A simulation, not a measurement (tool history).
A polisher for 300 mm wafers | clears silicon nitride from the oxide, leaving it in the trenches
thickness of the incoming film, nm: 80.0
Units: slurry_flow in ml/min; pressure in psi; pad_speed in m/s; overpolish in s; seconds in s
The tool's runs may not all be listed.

run,hour,slurry_flow,pressure,pad_speed,overpolish,seconds
1,0,260,3.2,0.84,32,82.249
2,6.1,260,3.6,0.86,32,73.449
3,13.2,215,3.6,0.86,32,73.043
4,14.3,215,3.9,0.88,32,63.824
5,21.8,215,3.9,0.76,32,70.758
6,26.4,215,4.2,0.76,32,66.647
7,33.9,215,4.4,0.78,32,60.964

Forecast run 8:
8,35.5,215,4.6,0.8,32,?

{"run 8": {"seconds": 60.29}}
